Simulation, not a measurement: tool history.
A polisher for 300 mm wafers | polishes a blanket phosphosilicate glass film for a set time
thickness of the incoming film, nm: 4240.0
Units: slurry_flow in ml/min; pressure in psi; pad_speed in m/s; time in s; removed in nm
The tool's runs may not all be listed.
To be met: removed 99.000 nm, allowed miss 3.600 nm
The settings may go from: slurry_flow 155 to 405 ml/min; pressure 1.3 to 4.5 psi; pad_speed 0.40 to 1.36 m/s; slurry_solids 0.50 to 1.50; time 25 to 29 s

run	hour	slurry_flow	pressure	pad_speed	slurry_solids	time	removed
1	0.0	260	2.9	0.88	1.00	29	171.190
2	7.3	295	2.9	0.88	1.00	29	173.910
3	13.2	295	2.9	0.78	1.00	29	159.400
4	22.0	295	3.4	0.78	1.00	29	184.500
5	23.7	260	3.4	0.78	1.00	29	178.790
6	29.8	210	3.4	0.78	1.00	29	177.110
7	32.5	210	3.2	0.78	1.00	29	165.400
8	33.9	210	3.0	0.78	1.00	29	154.290
9	41.5	210	2.9	0.78	1.00	29	148.520
10	49.0	210	2.9	0.78	1.00	29	149.430
11	56.7	210	2.8	0.78	1.00	29	144.990
12	59.5	210	2.7	0.78	1.00	29	138.900
13	66.3	210	2.6	0.78	1.00	29	136.340
14	74.7	210	2.6	0.78	1.00	29	135.400
15	78.1	210	2.5	0.78	1.00	29	131.500

Which of these 4 next moves meets every target?
A	81.5	265	3.0	0.50	1.15	29	?
B	81.5	190	3.0	0.88	0.90	27	?
C	81.5	175	2.4	0.84	1.05	25	?
D	81.5	170	2.3	0.74	1.00	26	?

move	removed
A	115.210
B	150.680
C	111.390
D	98.603
A: nearer than the last run, and not there yet
B: further off than the last run
C: nearer than the last run, and not there yet
D: meets every target
The right move is D.

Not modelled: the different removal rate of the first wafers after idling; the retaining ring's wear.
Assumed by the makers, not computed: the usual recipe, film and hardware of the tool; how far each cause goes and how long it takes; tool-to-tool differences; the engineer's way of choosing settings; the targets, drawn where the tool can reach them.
